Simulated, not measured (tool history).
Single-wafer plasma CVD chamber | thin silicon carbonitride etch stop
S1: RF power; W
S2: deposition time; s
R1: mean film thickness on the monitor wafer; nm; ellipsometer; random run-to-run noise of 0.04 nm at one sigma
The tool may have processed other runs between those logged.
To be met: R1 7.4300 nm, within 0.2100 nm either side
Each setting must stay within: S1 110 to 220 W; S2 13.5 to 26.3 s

run,hour,S1,S2,R1
1,0.0,165,19.9,11.3400
2,7.3,155,18.5,10.2140
3,14.9,150,17.6,9.5744
4,22.2,135,17.6,9.2510
5,26.2,135,15.2,7.9537
6,28.8,135,16.2,8.4690
7,32.7,130,15.9,8.1270
8,35.3,125,15.7,7.9508
9,38.8,125,15.6,7.8451
10,39.8,125,15.5,7.8006
11,40.7,125,15.4,7.8577
12,45.3,125,15.3,7.7713
13,46.4,115,14.5,7.0615

4 next moves are on the table. One of them brings every result within its allowed miss. Which?
A,47.5,110,14.2,?
B,47.5,110,13.5,?
C,47.5,120,15.0,?
D,47.5,110,13.9,?

move,R1
A,6.7296
B,6.3979
C,7.4053
D,6.5875
A: the biggest miss grows against the last run
B: the biggest miss grows against the last run
C: every result within its allowed miss
D: the biggest miss grows against the last run
Correct choice: C, which meets every target
